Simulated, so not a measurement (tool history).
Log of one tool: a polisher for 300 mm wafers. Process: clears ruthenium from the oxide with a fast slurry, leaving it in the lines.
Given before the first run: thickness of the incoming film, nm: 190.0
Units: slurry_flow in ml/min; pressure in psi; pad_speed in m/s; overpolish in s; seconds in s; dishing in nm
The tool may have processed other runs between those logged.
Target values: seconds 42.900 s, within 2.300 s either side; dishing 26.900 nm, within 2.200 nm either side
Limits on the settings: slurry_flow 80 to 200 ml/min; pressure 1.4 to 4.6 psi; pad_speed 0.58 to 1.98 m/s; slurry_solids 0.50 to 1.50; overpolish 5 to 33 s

run,day,slurry_flow,pressure,pad_speed,slurry_solids,overpolish,seconds,dishing
1,0.000,130,3.0,1.28,1.00,17,34.406,70.484
2,0.217,145,3.0,1.28,1.00,17,33.435,73.149
3,0.271,130,2.9,1.28,1.00,14,36.519,58.815
4,0.471,120,2.9,1.26,1.00,12,37.004,49.087
5,0.658,110,2.9,1.24,1.00,10,39.173,41.539
# day 1.029: head pressure recalibrated
6,1.029,110,2.9,1.24,1.15,10,32.543,45.429
7,1.058,80,2.1,1.20,1.30,5,48.311,17.973
8,1.371,90,2.1,1.20,1.30,6,44.542,22.873
9,1.633,95,2.1,1.20,1.30,6,44.735,21.984
10,1.925,100,2.1,1.20,1.30,6,45.505,22.907

Which of these 5 next moves meets every target?
A,2.217,90,2.3,0.98,1.40,5,?,?
B,2.217,95,2.1,1.24,1.45,7,?,?
C,2.217,110,1.8,1.34,1.35,9,?,?
D,2.217,80,2.4,1.02,1.15,8,?,?
E,2.217,110,2.2,1.22,1.20,9,?,?

move,seconds,dishing
A,46.581,18.159
B,42.354,27.317
C,45.880,32.026
D,49.207,26.901
E,42.337,34.480
A: lands further from the targets than the last run did
B: every result lands within tolerance
C: pushes the last run's worst result past its target
D: the worst result of the last run now meets its target, but another is out of spec
E: pushes the last run's worst result past its target
Go with B: it meets all targets.

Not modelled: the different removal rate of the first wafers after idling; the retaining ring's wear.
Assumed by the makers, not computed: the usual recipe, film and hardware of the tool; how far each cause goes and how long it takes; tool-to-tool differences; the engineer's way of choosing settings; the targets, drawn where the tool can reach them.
